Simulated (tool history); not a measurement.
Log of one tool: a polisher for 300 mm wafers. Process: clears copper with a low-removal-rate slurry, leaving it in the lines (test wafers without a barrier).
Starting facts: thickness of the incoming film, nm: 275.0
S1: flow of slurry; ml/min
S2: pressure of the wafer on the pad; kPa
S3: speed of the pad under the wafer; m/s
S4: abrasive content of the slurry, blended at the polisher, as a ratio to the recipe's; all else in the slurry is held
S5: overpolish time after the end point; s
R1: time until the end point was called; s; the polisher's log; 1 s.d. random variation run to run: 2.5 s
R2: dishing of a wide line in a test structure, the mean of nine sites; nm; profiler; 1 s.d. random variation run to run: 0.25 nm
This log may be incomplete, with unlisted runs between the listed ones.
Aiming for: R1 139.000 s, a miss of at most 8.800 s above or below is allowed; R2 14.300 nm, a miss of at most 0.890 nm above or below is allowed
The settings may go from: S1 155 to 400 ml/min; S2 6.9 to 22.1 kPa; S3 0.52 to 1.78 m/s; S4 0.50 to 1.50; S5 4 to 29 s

{"run": 1, "hour": 0.0, "S1": 255, "S2": 14.5, "S3": 1.14, "S4": 1.0, "S5": 15, "R1": 99.251, "R2": 19.016}
{"run": 2, "hour": 4.7, "S1": 255, "S2": 12.4, "S3": 1.14, "S4": 1.0, "S5": 15, "R1": 118.96, "R2": 18.417}
{"run": 3, "hour": 9.0, "S1": 255, "S2": 15.9, "S3": 1.14, "S4": 1.0, "S5": 15, "R1": 94.735, "R2": 20.749}
{"run": 4, "hour": 16.9, "S1": 255, "S2": 15.9, "S3": 1.34, "S4": 1.0, "S5": 15, "R1": 79.199, "R2": 22.476}
{"run": 5, "hour": 20.8, "S1": 255, "S2": 13.8, "S3": 1.32, "S4": 1.0, "S5": 14, "R1": 92.452, "R2": 20.241}
{"run": 6, "hour": 22.2, "S1": 255, "S2": 12.4, "S3": 1.3, "S4": 1.0, "S5": 13, "R1": 103.42, "R2": 18.415}
{"run": 7, "hour": 24.6, "S1": 255, "S2": 11.0, "S3": 1.28, "S4": 1.0, "S5": 12, "R1": 118.06, "R2": 15.659}
{"run": 8, "hour": 29.9, "S1": 255, "S2": 10.3, "S3": 1.28, "S4": 1.0, "S5": 12, "R1": 123.71, "R2": 15.337}

Which single option among these 5 for the next run brings every result within its allowed miss of target? Just one does.
{"run": "A", "hour": 35.2, "S1": 280, "S2": 13.1, "S3": 0.9, "S4": 1.0, "S5": 12, "R1": "?", "R2": "?"}
{"run": "B", "hour": 35.2, "S1": 270, "S2": 10.3, "S3": 1.14, "S4": 0.95, "S5": 16, "R1": "?", "R2": "?"}
{"run": "C", "hour": 35.2, "S1": 185, "S2": 10.3, "S3": 1.18, "S4": 1.0, "S5": 10, "R1": "?", "R2": "?"}
{"run": "D", "hour": 35.2, "S1": 315, "S2": 11.7, "S3": 1.28, "S4": 0.85, "S5": 10, "R1": "?", "R2": "?"}
{"run": "E", "hour": 35.2, "S1": 265, "S2": 9.7, "S3": 1.0, "S4": 1.2, "S5": 12, "R1": "?", "R2": "?"}

move=A R1=143.610 R2=13.864
move=B R1=145.900 R2=16.433
move=C R1=143.250 R2=12.129
move=D R1=117.920 R2=13.968
move=E R1=166.340 R2=12.402
A: each result inside its tolerance
B: meets the target for the result that was furthest off, but another lies outside its allowed miss
C: meets the target for the result that was furthest off, but another lies outside its allowed miss
D: further off than the last run
E: pushes the last run's worst result past its target
The right move is A.

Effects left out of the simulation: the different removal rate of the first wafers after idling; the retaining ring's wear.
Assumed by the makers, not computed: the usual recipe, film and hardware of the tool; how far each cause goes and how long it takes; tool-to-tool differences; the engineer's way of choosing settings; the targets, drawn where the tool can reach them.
